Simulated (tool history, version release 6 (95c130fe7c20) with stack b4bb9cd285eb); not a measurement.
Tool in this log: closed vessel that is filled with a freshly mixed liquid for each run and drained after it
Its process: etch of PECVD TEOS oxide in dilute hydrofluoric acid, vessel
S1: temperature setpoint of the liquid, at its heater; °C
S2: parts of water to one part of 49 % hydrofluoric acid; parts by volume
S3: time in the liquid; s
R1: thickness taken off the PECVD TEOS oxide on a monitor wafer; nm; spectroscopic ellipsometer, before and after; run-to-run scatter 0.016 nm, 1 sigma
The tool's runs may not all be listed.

{"run": 1, "hour": 0.0, "S1": 24, "S2": 130, "S3": 30, "R1": 2.5109}
{"run": 2, "hour": 5.1, "S1": 22.5, "S2": 135, "S3": 30, "R1": 2.2461}
{"run": 3, "hour": 8.0, "S1": 22.5, "S2": 135, "S3": 30, "R1": 2.2471}
{"run": 4, "hour": 12.3, "S1": 22.5, "S2": 135, "S3": 30, "R1": 2.244}
{"run": 5, "hour": 17.9, "S1": 21, "S2": 135, "S3": 30, "R1": 2.0969}
{"run": 6, "hour": 21.9, "S1": 20, "S2": 135, "S3": 30, "R1": 2.0395}

The next listed run, before its measurement:
{"run": 7, "hour": 22.7, "S1": 19.5, "S2": 135, "S3": 30, "R1": "?"}

Logged for run 7: R1 1.9483 nm.
